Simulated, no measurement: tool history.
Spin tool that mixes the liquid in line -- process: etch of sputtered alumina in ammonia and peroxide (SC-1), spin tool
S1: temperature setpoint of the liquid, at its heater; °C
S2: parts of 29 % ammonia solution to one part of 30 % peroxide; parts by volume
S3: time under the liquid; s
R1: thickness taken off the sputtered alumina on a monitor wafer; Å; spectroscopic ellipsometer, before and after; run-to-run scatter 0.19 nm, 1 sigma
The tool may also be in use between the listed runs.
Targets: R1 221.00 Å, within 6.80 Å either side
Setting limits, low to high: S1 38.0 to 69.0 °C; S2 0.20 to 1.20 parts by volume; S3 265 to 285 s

run    day    S1    S2   S3      R1
  1  0.000  53.0  0.80  265  144.17
  2  0.162  59.5  0.80  265  205.32
  3  0.525  59.5  1.05  265  211.60
  4  0.879  66.5  1.05  265  295.06
  5  0.938  69.0  1.05  265  337.87
  6  1.096  66.0  1.05  265  296.38
  7  1.396  64.0  1.05  265  263.34
  8  1.650  63.0  1.05  265  251.70

4 candidate next runs follow, results not yet known. Just one meets every target within its allowed miss. Identify it.
  A  1.904  62.5  1.00  265   ?
  B  1.904  66.0  1.20  270   ?
  C  1.904  59.0  0.95  285   ?
  D  1.904  65.0  1.15  285   ?

move      R1
   A  244.84
   B  302.16
   C  219.17
   D  302.35
A: better than the last run, though not everything is in spec
B: its largest miss is bigger than the last run's
C: all results in spec
D: its largest miss is bigger than the last run's
Go with C: it meets all targets.
